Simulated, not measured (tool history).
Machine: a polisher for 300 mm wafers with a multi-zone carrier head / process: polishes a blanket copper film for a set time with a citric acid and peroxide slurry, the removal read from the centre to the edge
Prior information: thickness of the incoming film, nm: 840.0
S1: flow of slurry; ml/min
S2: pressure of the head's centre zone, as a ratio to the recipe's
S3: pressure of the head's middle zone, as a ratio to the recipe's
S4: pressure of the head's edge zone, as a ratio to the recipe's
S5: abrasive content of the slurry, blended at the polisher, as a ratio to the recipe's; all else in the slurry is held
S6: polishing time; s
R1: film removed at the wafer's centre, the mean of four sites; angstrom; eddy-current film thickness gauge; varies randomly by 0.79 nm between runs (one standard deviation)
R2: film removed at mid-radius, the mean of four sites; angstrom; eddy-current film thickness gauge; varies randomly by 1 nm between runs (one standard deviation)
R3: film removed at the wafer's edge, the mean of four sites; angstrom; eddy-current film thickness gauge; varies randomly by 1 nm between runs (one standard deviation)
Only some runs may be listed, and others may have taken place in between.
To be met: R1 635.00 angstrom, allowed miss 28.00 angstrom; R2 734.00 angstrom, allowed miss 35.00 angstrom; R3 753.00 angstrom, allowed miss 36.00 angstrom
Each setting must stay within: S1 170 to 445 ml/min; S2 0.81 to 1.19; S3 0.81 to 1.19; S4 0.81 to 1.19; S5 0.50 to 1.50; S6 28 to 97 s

run    day   S1    S2    S3    S4    S5  S6       R1       R2       R3
  1  0.000  285  1.00  1.00  1.00  1.00  62  1288.60  1200.20  1215.70
  2  0.342  285  0.92  1.00  1.00  1.00  62  1183.80  1213.50  1224.20
  3  0.367  285  0.92  1.00  1.00  1.10  62  1235.50  1248.60  1247.00
  4  0.500  285  0.92  1.00  0.96  1.10  62  1240.10  1243.80  1218.50
  5  0.642  285  0.92  1.00  1.03  1.10  62  1221.10  1242.80  1249.70
  6  0.675  285  0.92  1.00  1.03  1.10  47   924.24   960.43   952.49
  7  0.983  285  0.91  1.00  1.03  1.00  46   871.93   898.51   898.11
  8  1.004  280  0.89  1.00  1.04  0.95  45   813.73   864.91   870.74
  9  1.229  275  0.88  1.00  1.04  0.90  45   799.93   873.01   849.46
 10  1.567  275  0.87  0.99  1.06  0.85  45   782.80   824.23   853.40
 11  1.879  270  0.86  1.00  1.07  0.80  44   732.09   831.22   865.44
 12  1.900  270  0.85  1.00  1.06  0.75  44   724.09   800.89   815.70
 13  1.979  265  0.84  1.00  1.06  0.70  44   705.45   781.27   794.74
 14  2.008  260  0.83  1.00  1.06  0.70  44   695.81   797.63   819.33
     2.208  -- centre zone pressure recalibrated
 15  2.208  265  0.81  0.99  1.03  0.50  41   531.26   665.26   664.69
 16  2.267  265  0.82  1.00  1.05  0.50  41   544.29   673.63   696.95
 17  2.417  260  0.84  1.01  1.05  0.50  41   562.17   678.25   686.22
 18  2.771  260  0.85  1.02  1.06  0.50  41   561.47   688.59   711.55
 19  2.921  260  0.86  1.02  1.06  0.55  41   583.54   703.65   702.04
 20  2.946  270  0.89  1.01  1.14  0.65  43   655.77   763.03   801.63
 21  3.179  270  0.89  1.01  1.13  0.65  43   643.51   768.97   793.99
 22  3.325  265  0.92  0.98  1.08  0.55  42   640.34   680.24   719.88

Exactly one of the 5 candidate moves below puts every result within its allowed miss. Which one?
  A  3.471  295  0.94  1.07  1.18  0.50  42   ?   ?   ?
  B  3.471  290  1.02  0.93  1.08  0.55  40   ?   ?   ?
  C  3.471  260  0.86  0.84  1.08  0.60  44   ?   ?   ?
  D  3.471  270  0.92  0.91  1.11  0.50  43   ?   ?   ?
  E  3.471  240  0.88  0.91  1.10  0.55  42   ?   ?   ?

move      R1      R2      R3
   A  637.29  725.74  753.76
   B  673.00  627.63  702.99
   C  628.66  641.85  784.46
   D  631.56  642.72  744.39
   E  595.47  634.85  734.05
A: all results land within tolerance of their targets
B: further off than the last run
C: further off than the last run
D: further off than the last run
E: further off than the last run
Move A is the one to make.
